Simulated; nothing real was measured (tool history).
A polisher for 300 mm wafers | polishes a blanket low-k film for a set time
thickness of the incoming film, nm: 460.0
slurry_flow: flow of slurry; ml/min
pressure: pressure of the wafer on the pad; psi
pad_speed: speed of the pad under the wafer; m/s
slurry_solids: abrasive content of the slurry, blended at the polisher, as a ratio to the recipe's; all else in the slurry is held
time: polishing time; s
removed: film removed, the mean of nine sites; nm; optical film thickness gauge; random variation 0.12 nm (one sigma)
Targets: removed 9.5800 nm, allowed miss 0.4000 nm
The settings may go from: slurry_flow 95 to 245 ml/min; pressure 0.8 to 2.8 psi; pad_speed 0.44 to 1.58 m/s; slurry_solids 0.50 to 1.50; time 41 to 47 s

run,hour,slurry_flow,pressure,pad_speed,slurry_solids,time,removed
1,0.0,155,1.8,1.00,1.00,47,19.3690
2,1.4,155,1.8,1.00,1.00,41,16.8260
3,2.8,155,1.8,1.00,0.80,41,15.4990
4,11.2,155,1.6,1.00,0.80,41,14.1320
5,14.2,155,1.5,1.00,0.80,41,13.3690
6,15.5,155,1.7,1.00,0.80,41,14.9650
7,21.9,155,1.7,1.00,0.80,41,14.8530
8,29.3,155,1.5,1.00,0.80,41,12.9080
9,34.3,155,1.4,1.00,0.80,41,12.2510
10,36.9,155,1.3,1.00,0.80,41,11.6560
11,44.7,155,1.2,1.00,0.80,41,10.4580

Which of these 4 next moves meets every target?
A,52.5,165,1.0,0.88,0.85,47,?
B,52.5,140,1.3,0.86,0.85,44,?
C,52.5,185,1.1,1.10,0.65,44,?
D,52.5,160,1.2,1.06,0.80,47,?

move,removed
A,9.6344
B,11.0290
C,10.9980
D,12.9250
A: meets every target
B: further off than the last run
C: further off than the last run
D: further off than the last run
The right move is A.

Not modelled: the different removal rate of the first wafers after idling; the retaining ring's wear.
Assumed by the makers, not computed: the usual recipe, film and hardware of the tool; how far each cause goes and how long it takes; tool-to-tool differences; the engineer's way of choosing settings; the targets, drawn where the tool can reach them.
